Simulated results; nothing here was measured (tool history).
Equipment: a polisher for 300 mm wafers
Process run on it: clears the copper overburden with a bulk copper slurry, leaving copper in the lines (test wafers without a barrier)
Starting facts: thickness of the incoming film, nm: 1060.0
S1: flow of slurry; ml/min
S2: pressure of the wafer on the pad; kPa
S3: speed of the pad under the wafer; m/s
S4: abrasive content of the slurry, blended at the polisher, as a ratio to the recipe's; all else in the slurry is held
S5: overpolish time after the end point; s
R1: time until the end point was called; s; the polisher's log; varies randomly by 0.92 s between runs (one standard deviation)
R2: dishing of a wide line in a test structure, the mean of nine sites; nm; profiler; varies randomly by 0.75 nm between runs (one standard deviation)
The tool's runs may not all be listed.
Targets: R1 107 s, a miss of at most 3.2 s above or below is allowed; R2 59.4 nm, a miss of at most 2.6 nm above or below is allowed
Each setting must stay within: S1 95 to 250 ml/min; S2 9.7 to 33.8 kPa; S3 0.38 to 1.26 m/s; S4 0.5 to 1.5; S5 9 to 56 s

{"run": 1, "hour": 0.0, "S1": 160, "S2": 21.4, "S3": 0.82, "S4": 1, "S5": 29, "R1": 113.89, "R2": 96.151}
{"run": 2, "hour": 6.0, "S1": 160, "S2": 21.4, "S3": 0.68, "S4": 1, "S5": 29, "R1": 136.19, "R2": 90.142}
{"run": 3, "hour": 13.0, "S1": 160, "S2": 21.4, "S3": 0.68, "S4": 1, "S5": 18, "R1": 136.38, "R2": 69.907}
{"run": 4, "hour": 15.1, "S1": 135, "S2": 21.4, "S3": 0.68, "S4": 1, "S5": 18, "R1": 138.8, "R2": 67.897}
{"run": 5, "hour": 21.0, "S1": 135, "S2": 21.4, "S3": 0.68, "S4": 1.15, "S5": 18, "R1": 134.97, "R2": 71.449}
{"run": 6, "hour": 29.7, "S1": 135, "S2": 21.4, "S3": 0.54, "S4": 1.15, "S5": 18, "R1": 166.47, "R2": 59.566}
{"run": 7, "hour": 31.1, "S1": 125, "S2": 23.4, "S3": 0.52, "S4": 1.2, "S5": 16, "R1": 160.79, "R2": 58.265}
{"run": 8, "hour": 34.0, "S1": 120, "S2": 25.5, "S3": 0.52, "S4": 1.25, "S5": 15, "R1": 150.45, "R2": 58.481}
{"run": 9, "hour": 39.8, "S1": 120, "S2": 26.9, "S3": 0.52, "S4": 1.3, "S5": 14, "R1": 137.85, "R2": 58.614}
{"run": 10, "hour": 48.7, "S1": 160, "S2": 31, "S3": 0.52, "S4": 1.45, "S5": 9, "R1": 112.42, "R2": 50.467}
{"run": 11, "hour": 57.3, "S1": 155, "S2": 31, "S3": 0.52, "S4": 1.4, "S5": 10, "R1": 114.47, "R2": 54.438}
{"run": 12, "hour": 61.3, "S1": 155, "S2": 31.7, "S3": 0.52, "S4": 1.4, "S5": 10, "R1": 112.64, "R2": 54.871}
{"run": 13, "hour": 65.0, "S1": 175, "S2": 33.1, "S3": 0.52, "S4": 1.4, "S5": 15, "R1": 108.29, "R2": 73.217}
{"run": 14, "hour": 65.7, "S1": 170, "S2": 33.1, "S3": 0.52, "S4": 1.4, "S5": 15, "R1": 107.29, "R2": 75.783}
{"run": 15, "hour": 67.1, "S1": 170, "S2": 32.4, "S3": 0.52, "S4": 1.4, "S5": 14, "R1": 110.4, "R2": 70.049}
{"run": 16, "hour": 73.1, "S1": 165, "S2": 32.4, "S3": 0.52, "S4": 1.4, "S5": 14, "R1": 109.8, "R2": 70.212}
{"run": 17, "hour": 78.4, "S1": 165, "S2": 32.4, "S3": 0.52, "S4": 1.4, "S5": 13, "R1": 109.96, "R2": 66.226}
{"run": 18, "hour": 86.7, "S1": 160, "S2": 32.4, "S3": 0.54, "S4": 1.45, "S5": 12, "R1": 104.25, "R2": 64.122}
{"run": 19, "hour": 91.2, "S1": 145, "S2": 31.7, "S3": 0.54, "S4": 1.5, "S5": 9, "R1": 108.69, "R2": 51.905}
{"run": 20, "hour": 92.7, "S1": 150, "S2": 31.7, "S3": 0.54, "S4": 1.5, "S5": 9, "R1": 108.82, "R2": 50.815}
{"run": 21, "hour": 97.3, "S1": 155, "S2": 31.7, "S3": 0.54, "S4": 1.5, "S5": 9, "R1": 106.25, "R2": 51.63}
{"run": 22, "hour": 99.9, "S1": 160, "S2": 31.7, "S3": 0.54, "S4": 1.5, "S5": 9, "R1": 105.38, "R2": 53.116}
{"run": 23, "hour": 104.9, "S1": 165, "S2": 31.7, "S3": 0.54, "S4": 1.5, "S5": 9, "R1": 106.27, "R2": 53.036}
{"run": 24, "hour": 110.7, "S1": 165, "S2": 31.7, "S3": 0.54, "S4": 1.5, "S5": 19, "R1": 105.42, "R2": 87.344}
{"run": 25, "hour": 116.4, "S1": 165, "S2": 31, "S3": 0.56, "S4": 1.5, "S5": 18, "R1": 104.43, "R2": 84.343}
{"run": 26, "hour": 124.6, "S1": 160, "S2": 31, "S3": 0.56, "S4": 1.5, "S5": 17, "R1": 104.82, "R2": 81.58}
{"run": 27, "hour": 131.5, "S1": 160, "S2": 31, "S3": 0.56, "S4": 1.5, "S5": 17, "R1": 105.14, "R2": 82.448}
{"run": 28, "hour": 136.4, "S1": 160, "S2": 31, "S3": 0.56, "S4": 1.5, "S5": 17, "R1": 103.17, "R2": 82.221}
{"run": 29, "hour": 144.9, "S1": 160, "S2": 30.3, "S3": 0.56, "S4": 1.5, "S5": 16, "R1": 105.75, "R2": 75.694}
{"hour": 146.6, "done": "head pressure recalibrated"}
{"run": 30, "hour": 146.6, "S1": 155, "S2": 30.3, "S3": 0.56, "S4": 1.5, "S5": 15, "R1": 115.88, "R2": 70.524}

Consider the 5 candidate settings below. Which is the only one whose results all fall within their allowed miss of target?
{"run": "A", "hour": 148.3, "S1": 160, "S2": 31, "S3": 0.6, "S4": 1.5, "S5": 14, "R1": "?", "R2": "?"}
{"run": "B", "hour": 148.3, "S1": 195, "S2": 33.8, "S3": 0.56, "S4": 1.45, "S5": 18, "R1": "?", "R2": "?"}
{"run": "C", "hour": 148.3, "S1": 190, "S2": 29, "S3": 0.62, "S4": 1.45, "S5": 11, "R1": "?", "R2": "?"}
{"run": "D", "hour": 148.3, "S1": 190, "S2": 33.1, "S3": 0.48, "S4": 1.5, "S5": 20, "R1": "?", "R2": "?"}
{"run": "E", "hour": 148.3, "S1": 150, "S2": 31, "S3": 0.5, "S4": 1.5, "S5": 14, "R1": "?", "R2": "?"}

move=A R1=104.01 R2=71.046
move=B R1=100.84 R2=84.26
move=C R1=105.46 R2=59.748
move=D R1=118.25 R2=81.688
move=E R1=125.19 R2=62.928
A: no better and no worse than the last run
B: further off than the last run
C: every result lands within tolerance
D: further off than the last run
E: further off than the last run
C is the move that brings every result within its allowed miss.
